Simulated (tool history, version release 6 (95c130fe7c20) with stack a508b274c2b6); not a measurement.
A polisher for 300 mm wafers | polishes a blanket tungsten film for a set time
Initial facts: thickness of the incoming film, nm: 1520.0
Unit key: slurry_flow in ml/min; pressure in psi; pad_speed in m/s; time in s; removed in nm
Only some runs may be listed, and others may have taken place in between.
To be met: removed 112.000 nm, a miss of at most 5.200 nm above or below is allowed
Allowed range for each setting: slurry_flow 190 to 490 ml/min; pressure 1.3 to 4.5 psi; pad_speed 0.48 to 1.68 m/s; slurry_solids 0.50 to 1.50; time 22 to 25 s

run	hour	slurry_flow	pressure	pad_speed	slurry_solids	time	removed
1	0.0	315	2.9	1.08	1.00	25	77.197
2	6.8	315	3.1	1.08	1.00	25	83.117
3	11.8	315	3.1	1.08	1.00	22	74.765
4	13.0	315	3.1	0.82	1.00	22	58.498
# hour 17.3: worn pad replaced by a new one
5	17.3	260	3.1	0.82	1.00	22	65.182
6	22.8	260	3.1	0.82	0.85	22	62.909
7	27.7	250	3.4	0.84	0.85	22	69.124
8	28.4	245	3.6	0.88	0.85	22	75.615
9	32.1	240	3.8	0.92	0.85	22	84.661
10	36.7	235	3.9	0.94	0.85	22	87.071

4 next moves are on the table. One of them brings every result within its allowed miss. Which?
A	41.3	255	4.5	0.94	0.70	25	?
B	41.3	195	4.0	0.80	1.00	22	?
C	41.3	290	3.5	0.92	0.85	22	?
D	41.3	220	3.4	0.86	0.80	22	?

move	removed
A	110.930
B	77.772
C	78.772
D	68.987
A: all results land within tolerance of their targets
B: its largest miss is bigger than the last run's
C: its largest miss is bigger than the last run's
D: its largest miss is bigger than the last run's
So the answer is move A, the one that meets all the targets.
